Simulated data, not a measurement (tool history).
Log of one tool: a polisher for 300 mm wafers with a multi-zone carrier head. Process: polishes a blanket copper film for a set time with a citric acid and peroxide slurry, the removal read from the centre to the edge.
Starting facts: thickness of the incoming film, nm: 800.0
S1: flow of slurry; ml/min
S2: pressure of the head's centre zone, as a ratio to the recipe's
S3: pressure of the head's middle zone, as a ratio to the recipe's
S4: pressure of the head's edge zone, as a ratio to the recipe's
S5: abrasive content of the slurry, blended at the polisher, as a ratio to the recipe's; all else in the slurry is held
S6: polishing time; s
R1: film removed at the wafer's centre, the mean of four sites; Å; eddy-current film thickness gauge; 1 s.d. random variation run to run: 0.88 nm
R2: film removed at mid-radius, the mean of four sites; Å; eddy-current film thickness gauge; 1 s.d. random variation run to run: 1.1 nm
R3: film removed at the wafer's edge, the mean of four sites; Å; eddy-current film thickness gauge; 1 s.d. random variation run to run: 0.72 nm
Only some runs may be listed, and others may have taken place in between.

run	hour	S1	S2	S3	S4	S5	S6	R1	R2	R3
1	0	135	1	1	1	1	69	1405.2	1379	1358.1
2	7.3	135	1	1.01	0.99	0.95	65	1299.5	1326.9	1283.2
3	10.6	135	1	1.01	0.94	0.95	65	1301	1327	1230.4
4	11.2	135	1	1.01	0.94	1.1	65	1369.1	1381	1284.9
5	16.4	135	1	0.96	0.94	1.1	65	1385.3	1289.9	1271.5
6	17.6	135	1	0.96	0.93	1.05	62	1277.3	1247.3	1215.3

Run 7 is up next; what results do you expect?
7	23.2	135	1	0.96	0.93	1.05	62	?	?	?

{"run 7": {"R1": 1289.2, "R2": 1223.3, "R3": 1193.8}}

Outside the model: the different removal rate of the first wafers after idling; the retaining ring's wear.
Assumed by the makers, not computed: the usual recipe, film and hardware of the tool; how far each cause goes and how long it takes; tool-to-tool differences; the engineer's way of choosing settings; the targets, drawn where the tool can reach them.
